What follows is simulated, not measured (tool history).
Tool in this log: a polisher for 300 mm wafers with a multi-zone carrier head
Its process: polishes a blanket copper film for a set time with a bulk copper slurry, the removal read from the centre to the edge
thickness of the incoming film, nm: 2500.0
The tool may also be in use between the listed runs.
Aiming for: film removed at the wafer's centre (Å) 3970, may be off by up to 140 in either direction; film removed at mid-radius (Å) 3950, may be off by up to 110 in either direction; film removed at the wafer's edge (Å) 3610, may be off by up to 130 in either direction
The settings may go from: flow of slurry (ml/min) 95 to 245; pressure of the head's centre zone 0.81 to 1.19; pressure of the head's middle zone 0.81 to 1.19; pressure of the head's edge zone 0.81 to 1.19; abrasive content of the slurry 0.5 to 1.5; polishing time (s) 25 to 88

run    day  flow of slurry (ml/min)  pressure of the head's centre zone  pressure of the head's middle zone  pressure of the head's edge zone  abrasive content of the slurry  polishing time (s)  film removed at the wafer's centre (Å)  film removed at mid-radius (Å)  film removed at the wafer's edge (Å)
  1      0                      155                                   1                                   1                                 1                               1                  56                                  4603.2                          4354.4                                4423.4
  2  0.242                      155                                0.95                                   1                                 1                               1                  56                                  4239.6                          4438.8                                4421.3
  3  0.396                      145                                0.96                                   1                              0.95                             0.9                  56                                  4101.5                          4250.3                                4166.4
  4    0.5                      145                                0.96                                   1                              0.95                             0.9                  42                                  3055.1                          3186.9                                3091.2
  5  0.779                      165                                0.96                                   1                              0.95                             0.9                  42                                  3185.3                          3254.8                                3181.6
  6  0.825                      165                                0.96                                   1                              1.02                             0.9                  42                                  3180.4                          3278.4                                  3347
  7  0.871                      185                                0.98                                1.04                              1.02                            0.95                  42                                  3353.6                          3479.2                                3378.6
  8  0.938                      195                                   1                                1.06                              1.03                               1                  42                                    3459                          3579.2                                3444.1
  9  1.179                      205                                1.02                                1.08                              1.04                            1.05                  42                                  3630.7                          3701.9                                3577.4
     1.388  -- worn pad replaced by a new one
 10  1.388                      205                                1.02                                1.08                              1.04                            1.05                  42                                  4037.4                          4097.9                                3793.5
 11  1.629                      200                                1.02                                1.08                              1.02                            1.05                  42                                    4009                          3975.7                                3839.2
 12   1.65                      215                                1.02                                1.08                              1.01                               1                  42                                  3914.5                          4036.7                                3780.1
 13  1.771                      210                                1.04                                1.09                              1.01                            0.95                  42                                  4072.8                          3988.5                                3748.1

Below are 5 possible settings for the next run. Only one of them brings all results inside the allowed miss of their targets. Which is it?
  A  1.892                      210                                0.97                                1.13                              1.02                            1.05                  39                                       ?                               ?                                     ?
  B  1.892                      230                                   1                                1.02                              1.12                            0.95                  43                                       ?                               ?                                     ?
  C  1.892                      210                                1.01                                1.04                               0.9                            1.05                  42                                       ?                               ?                                     ?
  D  1.892                      200                                1.02                                1.09                              1.07                             0.8                  44                                       ?                               ?                                     ?
  E  1.892                      175                                1.09                                0.98                              0.99                            0.95                  45                                       ?                               ?                                     ?

move  film removed at the wafer's centre (Å)  film removed at mid-radius (Å)  film removed at the wafer's edge (Å)
   A                                  3583.6                          3842.4                                3610.9
   B                                  4027.9                          3900.3                                4112.5
   C                                  4017.6                          3908.6                                3668.7
   D                                  3944.5                          3924.5                                3881.6
   E                                  4388.8                          3812.2                                3928.5
A: brings the result that was furthest off to its target, and leaves another outside
B: further off than the last run
C: meets every target
D: further off than the last run
E: further off than the last run
Correct choice: C, which meets every target
